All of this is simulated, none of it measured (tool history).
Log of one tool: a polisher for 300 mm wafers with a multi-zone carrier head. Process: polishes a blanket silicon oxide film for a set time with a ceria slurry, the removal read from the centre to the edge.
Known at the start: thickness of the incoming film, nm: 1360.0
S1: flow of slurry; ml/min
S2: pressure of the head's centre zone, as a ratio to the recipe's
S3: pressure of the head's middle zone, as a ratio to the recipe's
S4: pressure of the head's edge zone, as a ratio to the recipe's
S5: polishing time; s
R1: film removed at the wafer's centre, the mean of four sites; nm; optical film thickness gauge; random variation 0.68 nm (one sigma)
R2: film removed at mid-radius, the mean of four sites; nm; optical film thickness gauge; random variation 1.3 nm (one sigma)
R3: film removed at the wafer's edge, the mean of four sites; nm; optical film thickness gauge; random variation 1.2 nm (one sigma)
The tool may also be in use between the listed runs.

run    day   S1    S2    S3    S4  S5      R1      R2      R3
  1      0  265     1     1     1  34  141.65   145.1  144.79
  2  0.271  195     1     1     1  34  134.51  136.32  135.76
  3  0.579  195     1  0.95     1  34  134.66   131.7  137.24
  4    0.8  160     1  0.95     1  34  129.56  125.46  135.47
  5  0.854  160     1  0.95     1  37  141.08  133.63  147.09
  6  0.888  160  1.05  0.95     1  37  147.85  136.89   144.4
  7  0.988  165  1.02  0.97     1  35  136.13  133.52  139.35
  8  1.246  165  0.99  0.98     1  34  128.99  128.83  136.46
  9  1.379  170  0.97     1  0.99  33  124.72  132.23  129.11
 10  1.479  160  0.87  0.97  1.09  24  79.053   90.21  97.752

The next listed run, before its measurement:
 11  1.817  175  0.87  0.98  1.09  24   ?   ?   ?

Run 11 gave R1 82.036 nm, R2 92.431 nm, R3 98.693 nm.
